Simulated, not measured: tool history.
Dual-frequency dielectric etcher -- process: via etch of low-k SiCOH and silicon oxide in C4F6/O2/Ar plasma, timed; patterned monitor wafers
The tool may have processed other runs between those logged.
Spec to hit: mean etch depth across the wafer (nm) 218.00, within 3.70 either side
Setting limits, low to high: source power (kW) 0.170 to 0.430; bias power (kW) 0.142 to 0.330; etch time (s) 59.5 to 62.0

run	hour	source power (kW)	bias power (kW)	etch time (s)	mean etch depth across the wafer (nm)
1	0.0	0.300	0.236	59.5	186.86
2	6.7	0.320	0.238	59.5	192.02
3	9.2	0.330	0.240	59.5	195.19
4	12.0	0.330	0.206	59.5	178.62
5	17.0	0.340	0.213	59.5	184.62
6	24.2	0.340	0.235	59.5	194.61
7	29.7	0.350	0.237	59.5	199.00
8	32.1	0.360	0.238	59.5	200.22

Of the 5 settings listed for the next run, only one would bring every result within its allowed miss of target. Which one?
A	34.5	0.300	0.227	59.5	?
B	34.5	0.390	0.248	61.0	?
C	34.5	0.360	0.252	60.5	?
D	34.5	0.280	0.234	62.0	?
E	34.5	0.420	0.235	59.5	?

move	mean etch depth across the wafer (nm)
A	182.23
B	216.53
C	210.09
D	188.09
E	211.15
A: the biggest miss grows against the last run
B: all results land within tolerance of their targets
C: closer than the last run, but not yet in spec
D: the biggest miss grows against the last run
E: closer than the last run, but not yet in spec
Answer: B

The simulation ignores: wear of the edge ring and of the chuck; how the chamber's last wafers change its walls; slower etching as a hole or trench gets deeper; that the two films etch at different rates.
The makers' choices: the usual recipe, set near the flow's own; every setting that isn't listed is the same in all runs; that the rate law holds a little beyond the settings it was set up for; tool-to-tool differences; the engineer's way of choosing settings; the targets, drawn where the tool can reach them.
